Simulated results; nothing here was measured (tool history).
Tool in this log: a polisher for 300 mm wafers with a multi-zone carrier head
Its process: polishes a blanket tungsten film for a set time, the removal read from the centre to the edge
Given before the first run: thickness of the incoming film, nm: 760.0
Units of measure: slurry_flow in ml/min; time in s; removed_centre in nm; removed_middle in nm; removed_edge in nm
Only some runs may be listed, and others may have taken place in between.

| run | hour | slurry_flow | centre_zone | middle_zone | edge_zone | slurry_solids | time | removed_centre | removed_middle | removed_edge |
|---|---|---|---|---|---|---|---|---|---|---|
| 1 | 0 | 180 | 1 | 1 | 1 | 1 | 48 | 205.09 | 198.86 | 196.58 |
| 2 | 8.4 | 185 | 0.99 | 1.02 | 1.01 | 1.05 | 49 | 207.37 | 212.09 | 208.2 |
| 3 | 14 | 190 | 0.99 | 1.04 | 1.01 | 1.1 | 49 | 209.77 | 218.97 | 215.08 |
| 4 | 14.9 | 190 | 1.03 | 1.04 | 1.01 | 1.1 | 49 | 226.59 | 218.23 | 206.98 |
|  | 23.8 | worn pad replaced by a new one |
| 5 | 23.8 | 190 | 1.03 | 1.04 | 1.01 | 1.1 | 59 | 278.05 | 287.55 | 268.41 |
| 6 | 32.7 | 195 | 1.02 | 1.05 | 1.01 | 1.1 | 59 | 278.74 | 285.57 | 273.82 |
| 7 | 41.4 | 195 | 1.01 | 1.06 | 1 | 1.1 | 59 | 279.29 | 289.79 | 266.03 |
| 8 | 45.1 | 195 | 1 | 1.07 | 1 | 1.1 | 59 | 274.46 | 292.06 | 273.49 |

What does the tool deliver on the next run?
| 9 | 47.6 | 195 | 0.99 | 1.08 | 0.99 | 1.1 | 59 | ? | ? | ? |

Run 9 yielded removed_centre 276.78 nm, removed_middle 291.97 nm, removed_edge 268.78 nm.

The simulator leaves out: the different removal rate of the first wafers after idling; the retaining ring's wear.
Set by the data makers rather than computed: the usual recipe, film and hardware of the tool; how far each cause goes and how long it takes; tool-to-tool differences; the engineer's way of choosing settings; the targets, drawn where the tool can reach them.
